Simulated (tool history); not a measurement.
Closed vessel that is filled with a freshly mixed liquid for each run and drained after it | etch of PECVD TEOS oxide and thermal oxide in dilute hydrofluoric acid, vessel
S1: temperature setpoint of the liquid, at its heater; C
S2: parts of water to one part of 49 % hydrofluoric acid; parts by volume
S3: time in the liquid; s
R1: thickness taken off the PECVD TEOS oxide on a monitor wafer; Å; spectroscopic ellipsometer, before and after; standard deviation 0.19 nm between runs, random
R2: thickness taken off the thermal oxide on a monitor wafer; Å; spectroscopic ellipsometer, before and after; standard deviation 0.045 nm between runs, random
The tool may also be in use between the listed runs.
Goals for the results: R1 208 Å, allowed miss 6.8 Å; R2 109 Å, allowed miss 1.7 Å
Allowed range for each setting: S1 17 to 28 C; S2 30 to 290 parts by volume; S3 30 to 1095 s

run 1 day=0 | S1=20 S2=160 S3=560 | R1=237.1 R2=121.97
run 2 day=0.338 | S1=20 S2=160 S3=410 | R1=173.17 R2=89.518
run 3 day=0.408 | S1=20 S2=160 S3=610 | R1=252.32 R2=133.14
run 4 day=0.504 | S1=22.5 S2=160 S3=610 | R1=280.5 R2=146.9
run 5 day=0.85 | S1=22.5 S2=160 S3=405 | R1=185.83 R2=98.004
run 6 day=1.071 | S1=22.5 S2=160 S3=605 | R1=275.31 R2=144.9
run 7 day=1.212 | S1=21 S2=165 S3=605 | R1=256.56 R2=132.9
run 8 day=1.238 | S1=20 S2=170 S3=605 | R1=231.81 R2=123.39
run 9 day=1.508 | S1=19.5 S2=170 S3=600 | R1=222.83 R2=120.03
run 10 day=1.883 | S1=17.5 S2=175 S3=600 | R1=201.37 R2=106.76

Next run, 5 choices. One meets every target within its allowed miss, the rest don't. Which?
run A day=2.258 | S1=18 S2=130 S3=400 | R1=? R2=?
run B day=2.258 | S1=20.5 S2=155 S3=450 | R1=? R2=?
run C day=2.258 | S1=17 S2=115 S3=370 | R1=? R2=?
run D day=2.258 | S1=18 S2=155 S3=500 | R1=? R2=?
run E day=2.258 | S1=17.5 S2=185 S3=655 | R1=? R2=?

move=A R1=192.37 R2=102.39
move=B R1=195.62 R2=104.12
move=C R1=195.96 R2=104.3
move=D R1=196.69 R2=104.69
move=E R1=205.55 R2=109.4
A: its largest miss is bigger than the last run's
B: its largest miss is bigger than the last run's
C: its largest miss is bigger than the last run's
D: its largest miss is bigger than the last run's
E: meets every target
So the answer is move E, the one that meets all the targets.
